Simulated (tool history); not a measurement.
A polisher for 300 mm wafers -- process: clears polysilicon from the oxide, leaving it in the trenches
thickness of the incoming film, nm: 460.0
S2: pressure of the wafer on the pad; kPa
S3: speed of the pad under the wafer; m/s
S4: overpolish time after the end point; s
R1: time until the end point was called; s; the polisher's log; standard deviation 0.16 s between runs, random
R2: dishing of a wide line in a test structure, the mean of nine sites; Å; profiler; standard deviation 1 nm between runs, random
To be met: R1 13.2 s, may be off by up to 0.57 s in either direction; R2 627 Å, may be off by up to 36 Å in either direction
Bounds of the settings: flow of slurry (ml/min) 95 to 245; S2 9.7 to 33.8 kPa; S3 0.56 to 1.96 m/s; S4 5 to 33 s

run 1 day=0 | flow_of_slurry_(ml/min)=155 S2=21.4 S3=1.26 S4=17 | R1=18.374 R2=624.03
run 2 day=0.221 | flow_of_slurry_(ml/min)=155 S2=21.4 S3=1.26 S4=12 | R1=18.822 R2=611.16
run 3 day=0.25 | flow_of_slurry_(ml/min)=120 S2=21.4 S3=1.26 S4=12 | R1=19.44 R2=629.47
run 4 day=0.433 | flow_of_slurry_(ml/min)=120 S2=21.4 S3=1.26 S4=5 | R1=20.14 R2=523.45
run 5 day=0.579 | flow_of_slurry_(ml/min)=120 S2=23.4 S3=1.26 S4=5 | R1=18.284 R2=544.95
run 6 day=0.808 | flow_of_slurry_(ml/min)=120 S2=23.4 S3=1.26 S4=5 | R1=17.985 R2=523.47
run 7 day=1.167 | flow_of_slurry_(ml/min)=120 S2=24.1 S3=1.26 S4=7 | R1=17.997 R2=599.27
run 8 day=1.412 | flow_of_slurry_(ml/min)=130 S2=24.8 S3=1.26 S4=7 | R1=17.092 R2=582.89
run 9 day=1.654 | flow_of_slurry_(ml/min)=135 S2=25.5 S3=1.26 S4=7 | R1=16 R2=584.3
run 10 day=1.679 | flow_of_slurry_(ml/min)=140 S2=26.2 S3=1.26 S4=7 | R1=15.894 R2=596.83
run 11 day=1.971 | flow_of_slurry_(ml/min)=140 S2=26.9 S3=1.26 S4=7 | R1=15.604 R2=590.44
run 12 day=2.058 | flow_of_slurry_(ml/min)=140 S2=27.6 S3=1.26 S4=7 | R1=14.843 R2=600.75
run 13 day=2.25 | flow_of_slurry_(ml/min)=140 S2=28.3 S3=1.26 S4=7 | R1=15.16 R2=582.91
run 14 day=2.333 | flow_of_slurry_(ml/min)=140 S2=28.3 S3=1.26 S4=7 | R1=14.756 R2=615.21
run 15 day=2.704 | flow_of_slurry_(ml/min)=140 S2=28.3 S3=1.26 S4=7 | R1=14.592 R2=599.41

Which of these 5 next moves meets every target?
run A day=3.075 | flow_of_slurry_(ml/min)=135 S2=26.2 S3=1.66 S4=11 | R1=? R2=?
run B day=3.075 | flow_of_slurry_(ml/min)=130 S2=30.3 S3=1.2 S4=10 | R1=? R2=?
run C day=3.075 | flow_of_slurry_(ml/min)=130 S2=29.6 S3=1.24 S4=9 | R1=? R2=?
run D day=3.075 | flow_of_slurry_(ml/min)=160 S2=31.7 S3=0.98 S4=12 | R1=? R2=?
run E day=3.075 | flow_of_slurry_(ml/min)=165 S2=27.6 S3=1.04 S4=13 | R1=? R2=?

move=A R1=13.471 R2=623.48
move=B R1=14.435 R2=620.58
move=C R1=14.479 R2=617.37
move=D R1=14.869 R2=623.33
move=E R1=16.412 R2=623.08
A: all results in spec
B: nearer the targets than the last run, but a result is still out of spec
C: nearer the targets than the last run, but a result is still out of spec
D: the biggest miss grows against the last run
E: the biggest miss grows against the last run
Correct choice: A, which meets every target

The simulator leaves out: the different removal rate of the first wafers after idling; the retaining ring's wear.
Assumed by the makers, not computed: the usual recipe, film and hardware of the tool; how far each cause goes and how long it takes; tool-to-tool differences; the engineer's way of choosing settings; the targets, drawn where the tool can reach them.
